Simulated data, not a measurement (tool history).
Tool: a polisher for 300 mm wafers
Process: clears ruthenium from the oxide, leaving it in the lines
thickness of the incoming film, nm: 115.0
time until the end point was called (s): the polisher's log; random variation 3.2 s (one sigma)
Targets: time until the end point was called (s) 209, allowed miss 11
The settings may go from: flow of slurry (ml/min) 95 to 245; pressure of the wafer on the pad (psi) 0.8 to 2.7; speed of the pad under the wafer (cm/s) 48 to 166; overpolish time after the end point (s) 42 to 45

run  hour  flow of slurry (ml/min)  pressure of the wafer on the pad (psi)  speed of the pad under the wafer (cm/s)  overpolish time after the end point (s)  time until the end point was called (s)
  1     0                      155                                     1.7                                      106                                       42                                   133.61
  2   5.1                      155                                     1.7                                      106                                       42                                   135.44
  3   7.1                      155                                     1.7                                       82                                       42                                   169.63
  4  14.9                      120                                     1.7                                       82                                       42                                   182.65
  5  16.5                      115                                     1.6                                       82                                       42                                   193.18
  6  23.2                      115                                     1.6                                       66                                       42                                   238.19
  7  26.1                      120                                     1.6                                       66                                       42                                   235.39
  8  29.4                      125                                     1.6                                       66                                       42                                   231.01
  9  36.2                      130                                     1.6                                       66                                       42                                   232.32

4 next moves are on the table. One of them brings every result within its allowed miss. Which?
  A    43                      155                                     1.9                                       60                                       45                                        ?
  B    43                      130                                     1.6                                       56                                       42                                        ?
  C    43                      115                                     1.6                                       60                                       44                                        ?
  D    43                      120                                     1.5                                       56                                       45                                        ?

move  time until the end point was called (s)
   A                                   209.24
   B                                   273.51
   C                                   263.88
   D                                   296.65
A: meets every target
B: further off than the last run
C: further off than the last run
D: further off than the last run
Move A is the one to make.
